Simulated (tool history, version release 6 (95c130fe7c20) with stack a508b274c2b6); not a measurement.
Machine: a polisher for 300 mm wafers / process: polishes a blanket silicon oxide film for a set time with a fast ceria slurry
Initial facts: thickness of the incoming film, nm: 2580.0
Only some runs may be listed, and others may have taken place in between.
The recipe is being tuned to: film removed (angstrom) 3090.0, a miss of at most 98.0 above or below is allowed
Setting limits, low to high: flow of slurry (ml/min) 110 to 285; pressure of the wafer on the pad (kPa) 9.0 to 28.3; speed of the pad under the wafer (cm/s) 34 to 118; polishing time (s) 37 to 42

run  hour  flow of slurry (ml/min)  pressure of the wafer on the pad (kPa)  speed of the pad under the wafer (cm/s)  polishing time (s)  film removed (angstrom)
  1   0.0                      180                                    18.6                                       76                  42                   4998.2
  2   6.0                      175                                    16.5                                       76                  42                   4396.4
  3  12.2                      170                                    15.2                                       76                  42                   4119.7
  4  14.7                      170                                    13.8                                       76                  42                   3906.1
  5  20.3                      165                                    13.1                                       76                  42                   3736.4
  6  23.9                      165                                    12.4                                       76                  42                   3560.7
  7  26.9                      160                                    11.7                                       76                  42                   3442.0
  8  34.2                      155                                    11.0                                       76                  42                   3221.7
  9  39.3                      150                                    11.0                                       76                  42                   3250.8
 10  41.2                      150                                     9.7                                       76                  42                   2921.6
 11  49.0                      155                                     9.7                                       76                  42                   2964.6

Which of these 5 next moves meets every target?
  A  56.8                      150                                     9.7                                       84                  40                        ?
  B  56.8                      145                                     9.7                                       84                  37                        ?
  C  56.8                      160                                     9.0                                       74                  42                        ?
  D  56.8                      170                                     9.0                                       78                  40                        ?
  E  56.8                      140                                     9.0                                       80                  42                        ?

move  film removed (angstrom)
   A                   3114.9
   B                   2861.7
   C                   2789.1
   D                   2825.6
   E                   2929.7
A: hits every target within its allowed miss
B: the biggest miss grows against the last run
C: the biggest miss grows against the last run
D: the biggest miss grows against the last run
E: the biggest miss grows against the last run
Move A is the one to make.

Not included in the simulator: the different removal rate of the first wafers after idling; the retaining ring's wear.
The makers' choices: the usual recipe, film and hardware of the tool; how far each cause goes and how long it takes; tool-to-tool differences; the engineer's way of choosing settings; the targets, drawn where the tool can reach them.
